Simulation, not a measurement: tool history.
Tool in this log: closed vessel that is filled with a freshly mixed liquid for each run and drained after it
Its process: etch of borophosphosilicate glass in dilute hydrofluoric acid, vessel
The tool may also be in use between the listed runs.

| run | day | temperature setpoint of the liquid (°C) | parts of water to one part of 49 % hydrofluoric acid (parts by volume) | time in the liquid (s) | thickness taken off the borophosphosilicate glass on a monitor wafer (nm) |
|---|---|---|---|---|---|
| 1 | 0 | 22 | 195 | 110 | 38.769 |
| 2 | 0.304 | 24 | 175 | 110 | 47.906 |
| 3 | 0.396 | 24 | 175 | 120 | 51.773 |
| 4 | 0.546 | 25.5 | 165 | 120 | 58.829 |
| 5 | 0.912 | 26.5 | 160 | 120 | 63.46 |
| 6 | 1.096 | 27.5 | 160 | 120 | 66.347 |
| 7 | 1.196 | 28 | 160 | 120 | 68.27 |

Forecast run 8:
| 8 | 1.279 | 28 | 160 | 120 | ? |

thickness taken off the borophosphosilicate glass on a monitor wafer (nm): 67.463
